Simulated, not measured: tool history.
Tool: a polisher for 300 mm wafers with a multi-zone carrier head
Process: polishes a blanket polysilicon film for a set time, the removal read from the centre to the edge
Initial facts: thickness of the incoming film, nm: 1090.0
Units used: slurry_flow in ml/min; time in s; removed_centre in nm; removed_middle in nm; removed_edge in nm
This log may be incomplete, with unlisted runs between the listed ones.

run  hour  slurry_flow  centre_zone  middle_zone  edge_zone  time  removed_centre  removed_middle  removed_edge
  1   0.0          310         1.00         1.00       1.00    36          458.27          463.60        460.19
  2   1.7          285         0.97         0.97       0.98    32          386.76          398.00        389.36
  3   9.6          230         0.97         0.97       0.98    32          393.92          387.82        385.86
  4  13.5          260         0.97         0.97       0.98    32          387.84          396.03        386.65
  5  15.2          260         0.95         0.94       1.00    29          344.20          349.52        361.77
  6  21.8          260         0.93         0.92       1.00    27          318.10          316.06        341.60
  7  23.1          265         0.91         0.92       0.99    25          287.73          293.98        308.43
  8  30.5          265         0.89         0.91       0.99    24          275.16          276.41        300.38
  9  36.0          270         0.88         0.91       1.00    23          266.77          269.42        291.23

Estimate the outcome of run 10 from the log above:
 10  41.7          275         0.87         0.92       1.02    22               ?               ?             ?

Run 10 yielded removed_centre 253.16 nm, removed_middle 258.12 nm, removed_edge 282.64 nm.
